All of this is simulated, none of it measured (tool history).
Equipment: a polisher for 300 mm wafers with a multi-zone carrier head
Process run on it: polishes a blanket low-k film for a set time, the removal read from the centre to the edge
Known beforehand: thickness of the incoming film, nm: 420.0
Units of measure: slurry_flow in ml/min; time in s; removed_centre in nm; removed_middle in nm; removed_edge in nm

run,hour,slurry_flow,centre_zone,middle_zone,edge_zone,slurry_solids,time,removed_centre,removed_middle,removed_edge
1,0,285,1,1,1,1,82,38.334,38.779,38.929
2,1.3,285,1,1,1,1,72,33.566,34.024,34.641
3,7.2,285,1,0.99,1.02,1.05,73,34.442,35.374,35.359
4,7.7,285,1,0.99,1.02,1.05,65,30.867,31.336,31.834
5,10.6,320,1,0.99,1.02,1.05,65,30.893,31.214,32.006
6,15.4,320,1,0.99,1.02,1.05,56,26.982,27.238,27.459
7,19,320,1,0.97,1.04,1.1,60,28.868,28.448,29.962

Run 8, settings as shown, results not yet in. Your forecast:
8,27.8,320,0.99,0.99,1.14,1.35,83,?,?,?

{"run 8": {"removed_centre": 43.484, "removed_middle": 43.455, "removed_edge": 46.511}}
